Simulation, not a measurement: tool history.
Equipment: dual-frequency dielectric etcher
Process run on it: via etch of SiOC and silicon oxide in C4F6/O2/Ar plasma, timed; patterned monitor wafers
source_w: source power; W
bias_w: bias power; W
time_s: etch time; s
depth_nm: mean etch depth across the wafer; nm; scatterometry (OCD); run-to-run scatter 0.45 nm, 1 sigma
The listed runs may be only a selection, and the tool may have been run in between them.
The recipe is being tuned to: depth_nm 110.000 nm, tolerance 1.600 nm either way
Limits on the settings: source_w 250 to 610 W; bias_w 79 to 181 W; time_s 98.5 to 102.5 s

run,hour,source_w,bias_w,time_s,depth_nm
1,0.0,430,130,98.5,97.848
2,2.3,430,130,102.5,102.270
3,2.8,380,130,102.5,97.080
4,9.0,400,131,102.5,98.495
5,10.0,360,131,102.5,93.787
6,16.1,380,132,102.5,96.421
7,24.3,400,133,102.5,98.281
8,33.1,400,133,102.5,98.575
9,40.2,420,134,102.5,100.440
10,48.7,430,134,102.5,102.050
11,54.8,440,135,102.5,103.230
12,57.7,450,135,102.5,104.370
13,60.6,460,135,102.5,105.420
14,64.2,470,135,102.5,106.260
15,68.4,480,135,102.5,107.440

Exactly one of the 5 candidate moves below puts every result within its allowed miss. Which one?
A,72.6,500,139,102.5,?
B,72.6,480,136,101.5,?
C,72.6,490,134,100.5,?
D,72.6,510,129,101.0,?
E,72.6,500,117,102.5,?

move,depth_nm
A,110.130
B,106.680
C,106.160
D,107.520
E,105.850
A: hits every target within its allowed miss
B: moves away from the targets compared with the last run
C: moves away from the targets compared with the last run
D: about as far from the targets as the last run
E: moves away from the targets compared with the last run
Correct choice: A, which meets every target

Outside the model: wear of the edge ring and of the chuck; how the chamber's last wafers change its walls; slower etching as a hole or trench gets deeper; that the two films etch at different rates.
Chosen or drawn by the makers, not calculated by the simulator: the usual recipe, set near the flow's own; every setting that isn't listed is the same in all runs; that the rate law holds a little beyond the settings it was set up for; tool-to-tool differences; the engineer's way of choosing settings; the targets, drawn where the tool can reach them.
